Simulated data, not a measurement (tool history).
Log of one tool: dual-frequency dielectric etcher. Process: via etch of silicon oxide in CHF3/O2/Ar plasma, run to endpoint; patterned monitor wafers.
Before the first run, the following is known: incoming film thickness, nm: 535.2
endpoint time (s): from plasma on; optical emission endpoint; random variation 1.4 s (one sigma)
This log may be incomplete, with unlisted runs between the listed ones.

run	hour	source power (W)	bias power (W)	endpoint time (s)
1	0.0	810	131	299.98
2	5.8	870	133	289.50
3	8.0	970	133	281.24
4	12.7	860	133	291.81
5	21.6	790	133	303.81
6	22.8	680	133	317.10
7	24.9	770	136	302.87

What does the tool deliver on the next run?
8	33.2	840	139	?

Run 8 yielded endpoint time (s) 294.33.
